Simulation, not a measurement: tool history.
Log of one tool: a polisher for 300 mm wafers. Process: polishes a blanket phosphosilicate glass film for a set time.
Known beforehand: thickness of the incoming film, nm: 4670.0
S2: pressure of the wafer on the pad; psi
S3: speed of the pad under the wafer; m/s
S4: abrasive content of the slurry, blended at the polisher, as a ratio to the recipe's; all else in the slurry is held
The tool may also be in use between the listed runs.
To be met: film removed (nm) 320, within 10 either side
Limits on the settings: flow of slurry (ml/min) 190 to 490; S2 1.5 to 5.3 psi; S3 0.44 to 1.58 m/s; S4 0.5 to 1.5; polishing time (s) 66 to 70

Run 1, day 0: flow of slurry (ml/min) 315, S2 3.4 psi, S3 1 m/s, S4 1, polishing time (s) 66. Result: film removed (nm) 628.16.
Run 2, day 0.112: flow of slurry (ml/min) 315, S2 3 psi, S3 0.98 m/s, S4 1, polishing time (s) 66. Result: film removed (nm) 553.62.
Run 3, day 0.475: flow of slurry (ml/min) 315, S2 2.7 psi, S3 0.94 m/s, S4 1, polishing time (s) 66. Result: film removed (nm) 473.65.
Run 4, day 0.554: flow of slurry (ml/min) 315, S2 2.7 psi, S3 0.94 m/s, S4 1, polishing time (s) 70. Result: film removed (nm) 513.85.
Run 5, day 0.696: flow of slurry (ml/min) 315, S2 2.5 psi, S3 0.92 m/s, S4 1, polishing time (s) 70. Result: film removed (nm) 465.27.
Run 6, day 0.717: flow of slurry (ml/min) 315, S2 2.5 psi, S3 0.92 m/s, S4 1, polishing time (s) 66. Result: film removed (nm) 442.84.
Run 7, day 0.983: flow of slurry (ml/min) 315, S2 2.3 psi, S3 0.92 m/s, S4 1, polishing time (s) 66. Result: film removed (nm) 407.57.
Run 8, day 1.354: flow of slurry (ml/min) 315, S2 2.2 psi, S3 0.92 m/s, S4 1, polishing time (s) 66. Result: film removed (nm) 386.24.
Run 9, day 1.642: flow of slurry (ml/min) 315, S2 2.1 psi, S3 0.92 m/s, S4 1, polishing time (s) 66. Result: film removed (nm) 374.71.
Run 10, day 1.85: flow of slurry (ml/min) 315, S2 1.5 psi, S3 0.92 m/s, S4 1, polishing time (s) 66. Result: film removed (nm) 270.04.
Run 11, day 1.925: flow of slurry (ml/min) 315, S2 1.6 psi, S3 0.92 m/s, S4 1, polishing time (s) 66. Result: film removed (nm) 283.88.

Consider the 5 candidate settings below. Which is the only one whose results all fall within their allowed miss of target?
Run A, day 2: flow of slurry (ml/min) 310, S2 1.7 psi, S3 0.8 m/s, S4 1.1, polishing time (s) 68. Result: film removed (nm) ?.
Run B, day 2: flow of slurry (ml/min) 330, S2 1.9 psi, S3 0.7 m/s, S4 1, polishing time (s) 66. Result: film removed (nm) ?.
Run C, day 2: flow of slurry (ml/min) 360, S2 1.5 psi, S3 1.02 m/s, S4 1, polishing time (s) 66. Result: film removed (nm) ?.
Run D, day 2: flow of slurry (ml/min) 350, S2 1.5 psi, S3 1.32 m/s, S4 0.95, polishing time (s) 66. Result: film removed (nm) ?.
Run E, day 2: flow of slurry (ml/min) 300, S2 1.8 psi, S3 0.82 m/s, S4 1.05, polishing time (s) 70. Result: film removed (nm) ?.

move  film removed (nm)
   A             298.52
   B             274.98
   C             299.71
   D             355.63
   E             321.02
A: moves toward the targets from the last run without getting all of them in spec
B: moves away from the targets compared with the last run
C: moves toward the targets from the last run without getting all of them in spec
D: pushes the last run's worst result past its target
E: every result within its allowed miss
Correct choice: E, which meets every target

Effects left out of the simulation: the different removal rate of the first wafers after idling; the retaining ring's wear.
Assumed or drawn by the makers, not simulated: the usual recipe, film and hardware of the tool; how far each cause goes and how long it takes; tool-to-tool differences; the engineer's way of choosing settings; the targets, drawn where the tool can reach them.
